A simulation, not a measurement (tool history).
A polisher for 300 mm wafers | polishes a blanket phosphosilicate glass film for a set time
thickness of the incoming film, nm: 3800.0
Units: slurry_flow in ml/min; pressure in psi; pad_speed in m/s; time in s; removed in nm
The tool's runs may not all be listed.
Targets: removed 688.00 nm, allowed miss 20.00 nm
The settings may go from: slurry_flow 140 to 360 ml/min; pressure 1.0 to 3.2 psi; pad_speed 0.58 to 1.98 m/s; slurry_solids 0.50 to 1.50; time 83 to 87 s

run    day  slurry_flow  pressure  pad_speed  slurry_solids  time  removed
  1  0.000          230       2.1       1.28           1.00    83   420.58
  2  0.267          230       2.1       1.28           1.15    83   447.40
  3  0.517          235       2.4       1.28           1.15    83   480.49
  4  0.829          235       1.9       1.28           1.15    83   435.10
  5  0.996          245       2.3       1.34           1.15    83   484.00
  6  1.062          245       2.5       1.42           1.15    83   518.84
  7  1.217          245       2.7       1.52           1.15    83   553.17
  8  1.367          260       3.2       1.74           1.15    83   645.10
  9  1.504          260       3.2       1.80           1.15    83   653.39
 10  1.767          260       3.2       1.84           1.15    83   667.60
 11  2.021          260       3.2       1.86           1.15    83   666.64

Which of these 5 next moves meets every target?
  A  2.275          255       3.2       1.62           1.15    87        ?
  B  2.275          260       3.2       1.84           1.20    84        ?
  C  2.275          250       3.2       1.82           1.00    87        ?
  D  2.275          275       2.9       1.90           1.10    83        ?
  E  2.275          225       3.0       1.98           1.05    86        ?

move  removed
   A   663.41
   B   691.85
   C   656.92
   D   637.20
   E   661.11
A: further off than the last run
B: meets every target
C: further off than the last run
D: further off than the last run
E: further off than the last run
Answer: B
